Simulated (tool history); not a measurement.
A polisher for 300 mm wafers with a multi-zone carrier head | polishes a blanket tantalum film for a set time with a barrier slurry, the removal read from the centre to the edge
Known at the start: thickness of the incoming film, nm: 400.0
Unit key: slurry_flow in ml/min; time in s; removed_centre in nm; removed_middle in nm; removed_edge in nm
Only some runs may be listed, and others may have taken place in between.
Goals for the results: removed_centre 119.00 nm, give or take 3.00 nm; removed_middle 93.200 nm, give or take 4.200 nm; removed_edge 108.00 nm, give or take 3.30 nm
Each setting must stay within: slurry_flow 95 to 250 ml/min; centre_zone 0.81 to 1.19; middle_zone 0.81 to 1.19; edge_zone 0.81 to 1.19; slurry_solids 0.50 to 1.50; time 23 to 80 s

{"run": 1, "hour": 0.0, "slurry_flow": 160, "centre_zone": 1.0, "middle_zone": 1.0, "edge_zone": 1.0, "slurry_solids": 1.0, "time": 51, "removed_centre": 140.71, "removed_middle": 125.37, "removed_edge": 127.02}
{"run": 2, "hour": 7.9, "slurry_flow": 190, "centre_zone": 1.0, "middle_zone": 1.0, "edge_zone": 1.0, "slurry_solids": 1.0, "time": 51, "removed_centre": 144.55, "removed_middle": 129.26, "removed_edge": 129.82}
{"run": 3, "hour": 15.5, "slurry_flow": 160, "centre_zone": 1.0, "middle_zone": 1.0, "edge_zone": 1.0, "slurry_solids": 1.0, "time": 51, "removed_centre": 139.72, "removed_middle": 122.68, "removed_edge": 126.15}
{"run": 4, "hour": 22.3, "slurry_flow": 150, "centre_zone": 0.99, "middle_zone": 0.97, "edge_zone": 0.98, "slurry_solids": 0.95, "time": 51, "removed_centre": 135.9, "removed_middle": 121.88, "removed_edge": 125.48}
{"run": 5, "hour": 31.2, "slurry_flow": 150, "centre_zone": 0.99, "middle_zone": 0.97, "edge_zone": 0.93, "slurry_solids": 0.95, "time": 51, "removed_centre": 136.56, "removed_middle": 120.66, "removed_edge": 120.54}
{"run": 6, "hour": 34.8, "slurry_flow": 170, "centre_zone": 0.99, "middle_zone": 0.97, "edge_zone": 0.93, "slurry_solids": 0.95, "time": 51, "removed_centre": 140.37, "removed_middle": 123.65, "removed_edge": 122.51}
{"run": 7, "hour": 38.5, "slurry_flow": 160, "centre_zone": 1.0, "middle_zone": 0.94, "edge_zone": 0.93, "slurry_solids": 0.85, "time": 51, "removed_centre": 136.13, "removed_middle": 114.64, "removed_edge": 119.92}
{"run": 8, "hour": 39.7, "slurry_flow": 115, "centre_zone": 0.96, "middle_zone": 0.84, "edge_zone": 0.83, "slurry_solids": 0.65, "time": 50, "removed_centre": 117.55, "removed_middle": 95.353, "removed_edge": 102.05}

Of the 4 settings listed for the next run, only one would bring every result within its allowed miss of target. Which one?
{"run": "A", "hour": 40.9, "slurry_flow": 95, "centre_zone": 0.99, "middle_zone": 0.81, "edge_zone": 0.91, "slurry_solids": 0.55, "time": 52, "removed_centre": "?", "removed_middle": "?", "removed_edge": "?"}
{"run": "B", "hour": 40.9, "slurry_flow": 110, "centre_zone": 0.98, "middle_zone": 0.89, "edge_zone": 0.9, "slurry_solids": 0.5, "time": 53, "removed_centre": "?", "removed_middle": "?", "removed_edge": "?"}
{"run": "C", "hour": 40.9, "slurry_flow": 110, "centre_zone": 0.95, "middle_zone": 0.91, "edge_zone": 0.86, "slurry_solids": 0.65, "time": 52, "removed_centre": "?", "removed_middle": "?", "removed_edge": "?"}
{"run": "D", "hour": 40.9, "slurry_flow": 105, "centre_zone": 0.94, "middle_zone": 0.85, "edge_zone": 0.88, "slurry_solids": 0.9, "time": 53, "removed_centre": "?", "removed_middle": "?", "removed_edge": "?"}

move=A removed_centre=117.79 removed_middle=92.880 removed_edge=107.86
move=B removed_centre=119.74 removed_middle=101.070 removed_edge=109.03
move=C removed_centre=119.36 removed_middle=105.200 removed_edge=109.48
move=D removed_centre=126.63 removed_middle=107.830 removed_edge=118.93
A: all results in spec
B: brings the result that was furthest off to its target, and leaves another outside
C: brings the result that was furthest off to its target, and leaves another outside
D: moves the result that the last run missed by most past its target, out the other side
A is the move that brings every result within its allowed miss.

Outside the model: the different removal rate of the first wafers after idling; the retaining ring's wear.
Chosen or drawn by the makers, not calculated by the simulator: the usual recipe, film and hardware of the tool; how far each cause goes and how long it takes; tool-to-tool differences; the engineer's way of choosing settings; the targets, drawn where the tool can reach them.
